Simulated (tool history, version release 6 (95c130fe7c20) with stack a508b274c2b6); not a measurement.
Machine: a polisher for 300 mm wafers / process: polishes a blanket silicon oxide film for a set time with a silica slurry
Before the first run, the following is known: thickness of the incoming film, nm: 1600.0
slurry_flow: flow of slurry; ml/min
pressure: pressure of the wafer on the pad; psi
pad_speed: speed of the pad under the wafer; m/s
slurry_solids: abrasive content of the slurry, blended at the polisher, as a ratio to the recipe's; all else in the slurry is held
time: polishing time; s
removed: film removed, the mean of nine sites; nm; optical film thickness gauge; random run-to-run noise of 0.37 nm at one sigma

| run | day | slurry_flow | pressure | pad_speed | slurry_solids | time | removed |
|---|---|---|---|---|---|---|---|
| 1 | 0.000 | 275 | 3.8 | 0.92 | 1.00 | 20 | 43.364 |
| 2 | 0.075 | 275 | 3.9 | 0.92 | 1.00 | 20 | 44.732 |
| 3 | 0.375 | 320 | 3.9 | 0.92 | 1.00 | 20 | 44.233 |
| 4 | 0.683 | 320 | 3.9 | 0.92 | 1.15 | 20 | 47.786 |
| 5 | 0.771 | 320 | 3.9 | 0.92 | 1.15 | 17 | 41.227 |
| 6 | 1.108 | 320 | 4.0 | 0.92 | 1.15 | 17 | 41.671 |
| 7 | 1.138 | 320 | 4.1 | 0.92 | 1.15 | 17 | 42.526 |

Run 8 is up next; what results do you expect?
| 8 | 1.438 | 330 | 4.8 | 0.92 | 1.15 | 17 | ? |

Run 8 yielded removed 48.006 nm.
